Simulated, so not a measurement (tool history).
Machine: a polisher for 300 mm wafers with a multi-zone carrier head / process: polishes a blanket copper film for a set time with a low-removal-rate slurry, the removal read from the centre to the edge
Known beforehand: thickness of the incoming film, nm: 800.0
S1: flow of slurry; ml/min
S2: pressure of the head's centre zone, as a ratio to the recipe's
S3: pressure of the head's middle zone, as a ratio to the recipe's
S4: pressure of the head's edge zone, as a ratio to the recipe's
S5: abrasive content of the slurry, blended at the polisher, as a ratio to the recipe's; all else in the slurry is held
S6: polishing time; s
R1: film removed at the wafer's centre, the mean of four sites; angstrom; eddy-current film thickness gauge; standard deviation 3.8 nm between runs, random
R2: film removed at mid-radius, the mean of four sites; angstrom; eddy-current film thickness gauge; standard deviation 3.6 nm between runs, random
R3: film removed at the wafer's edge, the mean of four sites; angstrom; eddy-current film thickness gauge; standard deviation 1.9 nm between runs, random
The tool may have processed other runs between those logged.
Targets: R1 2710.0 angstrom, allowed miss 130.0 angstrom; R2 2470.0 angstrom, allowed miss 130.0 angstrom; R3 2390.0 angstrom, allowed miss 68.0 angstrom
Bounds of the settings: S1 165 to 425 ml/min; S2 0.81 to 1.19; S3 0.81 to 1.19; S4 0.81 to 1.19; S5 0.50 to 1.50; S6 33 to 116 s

Run 1, hour 0.0: S1 275 ml/min, S2 1.00, S3 1.00, S4 1.00, S5 1.00, S6 74 s. Result: R1 1834.6 angstrom, R2 1875.3 angstrom, R3 1921.1 angstrom.
Run 2, hour 2.1: S1 285 ml/min, S2 1.06, S3 1.03, S4 1.02, S5 1.15, S6 76 s. Result: R1 2031.4 angstrom, R2 2034.2 angstrom, R3 2023.1 angstrom.
Run 3, hour 6.0: S1 325 ml/min, S2 1.06, S3 1.03, S4 1.02, S5 1.15, S6 76 s. Result: R1 2060.0 angstrom, R2 2024.1 angstrom, R3 2056.1 angstrom.
Run 4, hour 11.7: S1 325 ml/min, S2 1.06, S3 1.03, S4 1.02, S5 1.15, S6 69 s. Result: R1 1892.3 angstrom, R2 1832.3 angstrom, R3 1841.9 angstrom.
Run 5, hour 14.3: S1 330 ml/min, S2 1.10, S3 1.04, S4 1.02, S5 1.25, S6 74 s. Result: R1 2134.6 angstrom, R2 2016.5 angstrom, R3 2042.3 angstrom.
Run 6, hour 15.6: S1 375 ml/min, S2 1.10, S3 1.04, S4 1.02, S5 1.25, S6 74 s. Result: R1 2142.9 angstrom, R2 2061.6 angstrom, R3 2082.4 angstrom.
Run 7, hour 21.2: S1 365 ml/min, S2 1.13, S3 1.05, S4 1.00, S5 1.30, S6 77 s. Result: R1 2381.0 angstrom, R2 2155.1 angstrom, R3 2137.8 angstrom.
Run 8, hour 25.8: S1 365 ml/min, S2 1.14, S3 1.07, S4 1.01, S5 1.35, S6 78 s. Result: R1 2401.1 angstrom, R2 2231.9 angstrom, R3 2204.2 angstrom.
Run 9, hour 30.8: S1 365 ml/min, S2 1.15, S3 1.08, S4 1.01, S5 1.40, S6 79 s. Result: R1 2465.8 angstrom, R2 2283.8 angstrom, R3 2247.3 angstrom.
Run 10, hour 33.1: S1 370 ml/min, S2 1.16, S3 1.09, S4 1.01, S5 1.45, S6 80 s. Result: R1 2524.3 angstrom, R2 2352.4 angstrom, R3 2292.0 angstrom.

Consider the 5 candidate settings below. Which is the only one whose results all fall within their allowed miss of target?
Run A, hour 35.4: S1 390 ml/min, S2 1.13, S3 1.06, S4 1.08, S5 1.50, S6 85 s. Result: R1 ?, R2 ?, R3 ?.
Run B, hour 35.4: S1 335 ml/min, S2 1.15, S3 1.06, S4 1.11, S5 1.50, S6 85 s. Result: R1 ?, R2 ?, R3 ?.
Run C, hour 35.4: S1 375 ml/min, S2 1.08, S3 1.16, S4 0.94, S5 1.35, S6 93 s. Result: R1 ?, R2 ?, R3 ?.
Run D, hour 35.4: S1 380 ml/min, S2 1.03, S3 1.09, S4 1.13, S5 1.50, S6 77 s. Result: R1 ?, R2 ?, R3 ?.
Run E, hour 35.4: S1 320 ml/min, S2 1.13, S3 1.08, S4 0.97, S5 1.50, S6 86 s. Result: R1 ?, R2 ?, R3 ?.

move      R1      R2      R3
   A  2694.6  2495.2  2508.4
   B  2703.6  2462.7  2515.0
   C  2751.5  2833.1  2519.4
   D  2218.8  2298.8  2316.3
   E  2674.9  2512.4  2386.2
A: takes the result that was furthest off past its target
B: takes the result that was furthest off past its target
C: takes the result that was furthest off past its target
D: its largest miss is bigger than the last run's
E: all results land within tolerance of their targets
Answer: E
